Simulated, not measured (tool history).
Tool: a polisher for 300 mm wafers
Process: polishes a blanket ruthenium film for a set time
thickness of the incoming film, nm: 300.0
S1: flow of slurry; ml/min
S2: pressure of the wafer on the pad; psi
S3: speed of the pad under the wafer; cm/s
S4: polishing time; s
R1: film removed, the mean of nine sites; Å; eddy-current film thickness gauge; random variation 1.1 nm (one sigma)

run  hour   S1   S2   S3  S4      R1
  1     0  270  2.3  116  77  1066.2
  2   4.7  270  2.3  132  77  1185.5
  3   8.4  270  2.3  152  77  1402.9
  4    12  270    2  150  77  1178.2
  5  17.4  270  1.8  150  77  1040.6
  6  19.1  270  1.7  150  77    1039

Forecast run 7:
  7  21.6  270  1.7  150  77   ?

Run 7 gave R1 1010.6 Å.
